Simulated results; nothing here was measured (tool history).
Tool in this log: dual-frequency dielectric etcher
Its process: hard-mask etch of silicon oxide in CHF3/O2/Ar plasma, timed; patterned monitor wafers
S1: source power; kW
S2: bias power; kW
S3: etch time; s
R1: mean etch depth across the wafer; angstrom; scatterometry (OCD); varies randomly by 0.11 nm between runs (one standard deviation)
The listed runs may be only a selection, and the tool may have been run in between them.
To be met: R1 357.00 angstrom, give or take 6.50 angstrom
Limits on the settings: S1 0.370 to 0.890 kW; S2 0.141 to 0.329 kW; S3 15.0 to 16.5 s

run,hour,S1,S2,S3,R1
1,0.0,0.630,0.235,16.5,403.99
2,2.3,0.710,0.235,16.5,418.87
3,9.3,0.670,0.231,16.5,408.50
4,18.2,0.610,0.231,16.5,395.95
5,26.8,0.580,0.229,16.5,387.23
6,29.4,0.560,0.228,16.5,381.48
7,34.7,0.540,0.227,16.5,376.36
8,37.3,0.530,0.226,16.5,371.76
9,40.6,0.520,0.225,16.5,368.66
10,48.0,0.510,0.225,16.5,367.70
11,56.3,0.500,0.225,16.5,364.67

Which one of the following 5 next-run settings gets every result inside its allowed miss? There is exactly one.
A,64.6,0.520,0.221,16.0,?
B,64.6,0.530,0.228,16.5,?
C,64.6,0.550,0.236,16.0,?
D,64.6,0.530,0.260,15.5,?
E,64.6,0.550,0.236,16.5,?

move,R1
A,357.00
B,375.45
C,374.13
D,372.53
E,385.82
A: hits every target within its allowed miss
B: further off than the last run
C: further off than the last run
D: further off than the last run
E: further off than the last run
The move that meets every target is A.
